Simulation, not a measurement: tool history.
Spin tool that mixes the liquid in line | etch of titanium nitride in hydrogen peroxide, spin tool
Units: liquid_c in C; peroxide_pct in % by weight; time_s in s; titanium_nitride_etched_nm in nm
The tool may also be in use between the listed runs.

| run | hour | liquid_c | peroxide_pct | time_s | titanium_nitride_etched_nm |
|---|---|---|---|---|---|
| 1 | 0 | 49 | 25 | 55 | 1.7069 |
| 2 | 6.7 | 50.5 | 25 | 55 | 1.8854 |
| 3 | 10.6 | 50.5 | 21.5 | 55 | 1.8373 |
| 4 | 14.4 | 50.5 | 21.5 | 55 | 1.8423 |
| 5 | 15.4 | 52 | 21.5 | 55 | 2.0555 |
| 6 | 16 | 53.5 | 21.5 | 55 | 2.286 |
| 7 | 23.4 | 53.5 | 21.5 | 55 | 2.2768 |
| 8 | 28.4 | 54.5 | 21.5 | 55 | 2.4261 |
| 9 | 35.5 | 55.5 | 21.5 | 55 | 2.6145 |

Run 10 comes next. What will it give?
| 10 | 42 | 56.5 | 21.5 | 55 | ? |

{"run 10": {"titanium_nitride_etched_nm": 2.7897}}
